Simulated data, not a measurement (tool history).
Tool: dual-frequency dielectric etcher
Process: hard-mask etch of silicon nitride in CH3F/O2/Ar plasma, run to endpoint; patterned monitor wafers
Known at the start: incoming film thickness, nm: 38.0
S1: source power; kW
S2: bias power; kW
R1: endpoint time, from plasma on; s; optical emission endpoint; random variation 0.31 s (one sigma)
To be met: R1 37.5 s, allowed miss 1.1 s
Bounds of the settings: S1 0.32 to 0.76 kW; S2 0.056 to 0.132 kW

Run 1, hour 0: S1 0.54 kW, S2 0.094 kW. Result: R1 46.31 s.
Run 2, hour 7.2: S1 0.58 kW, S2 0.094 kW. Result: R1 44.218 s.
Run 3, hour 14.5: S1 0.58 kW, S2 0.101 kW. Result: R1 42.655 s.
Run 4, hour 17.4: S1 0.6 kW, S2 0.102 kW. Result: R1 42.093 s.
Run 5, hour 23.7: S1 0.6 kW, S2 0.109 kW. Result: R1 40.184 s.
Run 6, hour 31: S1 0.61 kW, S2 0.11 kW. Result: R1 39.913 s.
Run 7, hour 33.7: S1 0.62 kW, S2 0.111 kW. Result: R1 39.415 s.
Run 8, hour 35.7: S1 0.63 kW, S2 0.111 kW. Result: R1 39.082 s.
Run 9, hour 39.9: S1 0.63 kW, S2 0.111 kW. Result: R1 39.289 s.
Run 10, hour 41.2: S1 0.64 kW, S2 0.112 kW. Result: R1 38.992 s.

Which of these 4 next moves meets every target?
Run A, hour 42.5: S1 0.63 kW, S2 0.099 kW. Result: R1 ?.
Run B, hour 42.5: S1 0.64 kW, S2 0.105 kW. Result: R1 ?.
Run C, hour 42.5: S1 0.6 kW, S2 0.126 kW. Result: R1 ?.
Run D, hour 42.5: S1 0.63 kW, S2 0.104 kW. Result: R1 ?.

move      R1
   A  42.123
   B  40.506
   C  37.732
   D  40.992
A: further off than the last run
B: further off than the last run
C: meets every target
D: further off than the last run
Answer: C
